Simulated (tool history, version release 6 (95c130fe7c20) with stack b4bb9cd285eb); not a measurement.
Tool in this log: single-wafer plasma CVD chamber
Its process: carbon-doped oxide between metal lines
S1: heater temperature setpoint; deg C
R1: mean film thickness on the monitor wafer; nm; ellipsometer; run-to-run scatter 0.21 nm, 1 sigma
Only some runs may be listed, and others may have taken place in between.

{"run": 1, "day": 0.0, "S1": 350, "chamber pressure (Torr)": 6.41, "RF power (kW)": 0.585, "deposition time (s)": 7.41, "R1": 42.101}
{"run": 2, "day": 0.083, "S1": 347, "chamber pressure (Torr)": 6.67, "RF power (kW)": 0.595, "deposition time (s)": 7.41, "R1": 42.626}
{"run": 3, "day": 0.454, "S1": 347, "chamber pressure (Torr)": 6.67, "RF power (kW)": 0.595, "deposition time (s)": 7.06, "R1": 40.815}
{"run": 4, "day": 0.521, "S1": 346, "chamber pressure (Torr)": 6.7, "RF power (kW)": 0.625, "deposition time (s)": 7.08, "R1": 41.633}
{"day": 0.621, "done": "RF generator calibrated"}
{"run": 5, "day": 0.621, "S1": 346, "chamber pressure (Torr)": 6.72, "RF power (kW)": 0.66, "deposition time (s)": 7.13, "R1": 44.208}
{"run": 6, "day": 0.8, "S1": 346, "chamber pressure (Torr)": 6.73, "RF power (kW)": 0.67, "deposition time (s)": 7.14, "R1": 44.307}
{"run": 7, "day": 1.167, "S1": 345, "chamber pressure (Torr)": 6.76, "RF power (kW)": 0.68, "deposition time (s)": 7.15, "R1": 44.685}

Expected results for the next run?
{"run": 8, "day": 1.358, "S1": 345, "chamber pressure (Torr)": 6.77, "RF power (kW)": 0.69, "deposition time (s)": 7.16, "R1": "?"}

R1: 45.038 nm

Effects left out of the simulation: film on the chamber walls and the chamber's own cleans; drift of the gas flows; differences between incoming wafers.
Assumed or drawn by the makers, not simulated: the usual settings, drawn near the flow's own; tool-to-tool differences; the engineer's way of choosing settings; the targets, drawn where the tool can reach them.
